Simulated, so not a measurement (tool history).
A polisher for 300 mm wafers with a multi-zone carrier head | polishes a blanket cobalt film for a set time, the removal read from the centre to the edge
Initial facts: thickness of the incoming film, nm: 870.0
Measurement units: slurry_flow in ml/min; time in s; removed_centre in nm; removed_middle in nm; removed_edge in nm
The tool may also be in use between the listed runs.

Run 1, hour 0.0: slurry_flow 225 ml/min, centre_zone 1.00, middle_zone 1.00, edge_zone 1.00, time 44 s. Result: removed_centre 219.95 nm, removed_middle 219.78 nm, removed_edge 223.17 nm.
Run 2, hour 0.6: slurry_flow 220 ml/min, centre_zone 1.00, middle_zone 0.97, edge_zone 0.99, time 42 s. Result: removed_centre 210.04 nm, removed_middle 202.67 nm, removed_edge 212.60 nm.
Run 3, hour 3.4: slurry_flow 215 ml/min, centre_zone 0.99, middle_zone 0.95, edge_zone 0.97, time 41 s. Result: removed_centre 201.81 nm, removed_middle 194.22 nm, removed_edge 203.04 nm.
Run 4, hour 8.0: slurry_flow 215 ml/min, centre_zone 1.04, middle_zone 0.95, edge_zone 0.97, time 41 s. Result: removed_centre 219.26 nm, removed_middle 196.03 nm, removed_edge 207.47 nm.
Run 5, hour 10.7: slurry_flow 215 ml/min, centre_zone 1.04, middle_zone 0.95, edge_zone 0.90, time 41 s. Result: removed_centre 214.63 nm, removed_middle 195.91 nm, removed_edge 196.92 nm.
Run 6, hour 15.7: slurry_flow 210 ml/min, centre_zone 1.03, middle_zone 0.93, edge_zone 0.90, time 40 s. Result: removed_centre 207.22 nm, removed_middle 189.47 nm, removed_edge 190.34 nm.
Run 7, hour 17.2: slurry_flow 205 ml/min, centre_zone 1.02, middle_zone 0.91, edge_zone 0.91, time 39 s. Result: removed_centre 196.80 nm, removed_middle 178.57 nm, removed_edge 194.57 nm.
Run 8, hour 19.4: slurry_flow 205 ml/min, centre_zone 1.02, middle_zone 0.90, edge_zone 0.90, time 38 s. Result: removed_centre 198.20 nm, removed_middle 173.92 nm, removed_edge 189.33 nm.
Run 9, hour 21.2: slurry_flow 205 ml/min, centre_zone 1.01, middle_zone 0.89, edge_zone 0.89, time 37 s. Result: removed_centre 188.02 nm, removed_middle 167.54 nm, removed_edge 179.43 nm.

Run 10 has not been measured yet. What should we expect?
Run 10, hour 29.5: slurry_flow 200 ml/min, centre_zone 1.00, middle_zone 0.88, edge_zone 0.88, time 37 s. Result: removed_centre ?, removed_middle ?, removed_edge ?.

{"run 10": {"removed_centre": 182.71, "removed_middle": 163.3, "removed_edge": 176.62}}

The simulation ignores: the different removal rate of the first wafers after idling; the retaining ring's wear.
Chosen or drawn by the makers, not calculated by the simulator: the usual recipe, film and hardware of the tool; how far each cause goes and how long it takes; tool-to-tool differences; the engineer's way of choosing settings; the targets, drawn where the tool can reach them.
